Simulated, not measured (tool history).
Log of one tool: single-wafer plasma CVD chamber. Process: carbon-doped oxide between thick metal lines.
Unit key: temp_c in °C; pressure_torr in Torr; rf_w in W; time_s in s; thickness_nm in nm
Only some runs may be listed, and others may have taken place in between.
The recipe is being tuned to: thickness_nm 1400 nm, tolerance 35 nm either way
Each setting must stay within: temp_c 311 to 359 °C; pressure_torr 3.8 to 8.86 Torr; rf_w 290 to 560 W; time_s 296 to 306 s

run 1 hour=0 | temp_c=335 pressure_torr=6.33 rf_w=425 time_s=296 | thickness_nm=1555.3
run 2 hour=3.6 | temp_c=335 pressure_torr=6.33 rf_w=425 time_s=296 | thickness_nm=1555
run 3 hour=10.4 | temp_c=335 pressure_torr=6.33 rf_w=425 time_s=306 | thickness_nm=1610
run 4 hour=15.5 | temp_c=335 pressure_torr=5.34 rf_w=425 time_s=306 | thickness_nm=1568.4
run 5 hour=20.8 | temp_c=325 pressure_torr=5.34 rf_w=425 time_s=306 | thickness_nm=1631.3
run 6 hour=26.4 | temp_c=325 pressure_torr=5.97 rf_w=425 time_s=306 | thickness_nm=1640.9
run 7 hour=33 | temp_c=326 pressure_torr=5.77 rf_w=410 time_s=305 | thickness_nm=1583.7
run 8 hour=35.2 | temp_c=328 pressure_torr=5.53 rf_w=400 time_s=305 | thickness_nm=1551.2
run 9 hour=40.8 | temp_c=330 pressure_torr=5.33 rf_w=390 time_s=305 | thickness_nm=1494.8

4 next moves are on the table. One of them brings every result within its allowed miss. Which?
run A hour=46.4 | temp_c=324 pressure_torr=4.82 rf_w=435 time_s=306 | thickness_nm=?
run B hour=46.4 | temp_c=314 pressure_torr=4.78 rf_w=385 time_s=306 | thickness_nm=?
run C hour=46.4 | temp_c=335 pressure_torr=5.36 rf_w=370 time_s=302 | thickness_nm=?
run D hour=46.4 | temp_c=335 pressure_torr=4.85 rf_w=425 time_s=306 | thickness_nm=?

move=A thickness_nm=1626.3
move=B thickness_nm=1533.6
move=C thickness_nm=1407.1
move=D thickness_nm=1552.7
A: lands further from the targets than the last run did
B: lands further from the targets than the last run did
C: all results land within tolerance of their targets
D: lands further from the targets than the last run did
C meets every target.

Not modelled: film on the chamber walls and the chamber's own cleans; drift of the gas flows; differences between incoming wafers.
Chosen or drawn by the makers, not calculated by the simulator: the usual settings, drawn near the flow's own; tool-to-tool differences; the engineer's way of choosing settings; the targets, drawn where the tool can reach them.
